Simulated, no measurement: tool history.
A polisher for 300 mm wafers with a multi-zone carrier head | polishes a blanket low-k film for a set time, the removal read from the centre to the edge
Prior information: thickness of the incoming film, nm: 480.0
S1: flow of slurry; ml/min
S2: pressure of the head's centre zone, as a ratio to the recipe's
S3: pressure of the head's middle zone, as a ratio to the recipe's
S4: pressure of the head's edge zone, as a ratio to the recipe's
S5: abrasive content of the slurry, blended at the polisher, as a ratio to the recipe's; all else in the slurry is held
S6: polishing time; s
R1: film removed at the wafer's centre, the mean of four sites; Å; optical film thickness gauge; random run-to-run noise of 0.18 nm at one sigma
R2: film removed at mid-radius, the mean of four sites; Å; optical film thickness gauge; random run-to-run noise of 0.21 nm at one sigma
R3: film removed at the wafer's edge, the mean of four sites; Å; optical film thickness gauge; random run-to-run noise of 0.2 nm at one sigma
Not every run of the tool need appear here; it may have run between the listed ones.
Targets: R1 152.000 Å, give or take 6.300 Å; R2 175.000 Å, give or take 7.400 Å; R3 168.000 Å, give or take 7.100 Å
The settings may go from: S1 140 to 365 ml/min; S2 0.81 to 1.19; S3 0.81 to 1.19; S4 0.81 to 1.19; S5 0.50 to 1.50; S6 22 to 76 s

| run | hour | S1 | S2 | S3 | S4 | S5 | S6 | R1 | R2 | R3 |
|---|---|---|---|---|---|---|---|---|---|---|
| 1 | 0.0 | 235 | 1.00 | 1.00 | 1.00 | 1.00 | 49 | 130.350 | 140.050 | 138.440 |
| 2 | 6.6 | 235 | 1.00 | 1.00 | 1.05 | 1.00 | 49 | 133.250 | 138.850 | 141.330 |
| 3 | 15.1 | 235 | 1.00 | 1.00 | 1.05 | 0.90 | 49 | 125.390 | 130.940 | 132.730 |
| 4 | 23.8 | 235 | 1.00 | 1.00 | 1.05 | 0.90 | 39 | 98.788 | 105.490 | 104.910 |
| 5 | 30.4 | 235 | 1.00 | 1.01 | 1.05 | 0.95 | 39 | 104.300 | 107.630 | 107.980 |
| 6 | 32.8 | 235 | 1.00 | 1.01 | 1.05 | 0.95 | 28 | 74.888 | 77.198 | 78.460 |
| 7 | 38.9 | 235 | 0.99 | 1.02 | 1.06 | 1.00 | 30 | 80.881 | 86.780 | 87.954 |
| 8 | 39.5 | 265 | 1.09 | 1.12 | 1.16 | 1.25 | 41 | 141.680 | 143.720 | 137.810 |
| 9 | 40.4 | 265 | 1.08 | 1.12 | 1.16 | 1.30 | 41 | 139.490 | 147.880 | 141.920 |
| 10 | 46.0 | 270 | 1.06 | 1.13 | 1.18 | 1.40 | 42 | 144.000 | 157.460 | 150.410 |

Pick the move, out of 4, that brings all results within their allowed miss; only one does.
| A | 51.6 | 295 | 1.07 | 1.09 | 1.13 | 1.45 | 42 | ? | ? | ? |
| B | 51.6 | 150 | 0.90 | 1.15 | 1.07 | 1.50 | 57 | ? | ? | ? |
| C | 51.6 | 300 | 1.01 | 1.12 | 1.19 | 1.50 | 45 | ? | ? | ? |
| D | 51.6 | 345 | 1.14 | 1.19 | 1.10 | 1.15 | 47 | ? | ? | ? |

| move | R1 | R2 | R3 |
|---|---|---|---|
| A | 152.720 | 157.620 | 151.080 |
| B | 156.760 | 204.410 | 187.940 |
| C | 156.760 | 175.450 | 167.810 |
| D | 167.150 | 173.820 | 152.310 |
A: just as far off the targets as the last run
B: pushes the last run's worst result past its target
C: every result lands within tolerance
D: just as far off the targets as the last run
The right move is C.
